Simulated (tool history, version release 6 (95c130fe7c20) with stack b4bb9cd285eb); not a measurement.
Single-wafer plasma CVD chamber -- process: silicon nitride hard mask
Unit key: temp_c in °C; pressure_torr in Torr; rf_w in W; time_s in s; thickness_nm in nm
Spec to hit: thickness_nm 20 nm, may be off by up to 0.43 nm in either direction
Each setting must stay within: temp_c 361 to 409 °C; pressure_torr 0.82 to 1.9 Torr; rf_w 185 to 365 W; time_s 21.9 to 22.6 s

run,hour,temp_c,pressure_torr,rf_w,time_s,thickness_nm
1,0,385,1.36,275,21.9,23.61
2,5,385,1.25,265,21.9,22.448
3,13.3,385,1.16,260,21.9,21.575
4,18.5,385,1.1,260,21.9,21.138
5,26,385,1.22,260,21.9,22.001
6,28,385,1.15,260,21.9,21.462
7,31.1,385,0.91,255,21.9,18.993
8,40.1,385,0.94,255,21.9,19.422

Of the 4 settings listed for the next run, only one would bring every result within its allowed miss of target. Which one?
A,49.1,377,0.97,235,22.6,?
B,49.1,374,0.89,245,22.6,?
C,49.1,379,0.97,245,21.9,?
D,49.1,383,1.03,235,22.6,?

move,thickness_nm
A,19.361
B,19.125
C,19.261
D,19.818
A: misses by more than the last run did
B: misses by more than the last run did
C: misses by more than the last run did
D: meets every target
Move D is the one to make.

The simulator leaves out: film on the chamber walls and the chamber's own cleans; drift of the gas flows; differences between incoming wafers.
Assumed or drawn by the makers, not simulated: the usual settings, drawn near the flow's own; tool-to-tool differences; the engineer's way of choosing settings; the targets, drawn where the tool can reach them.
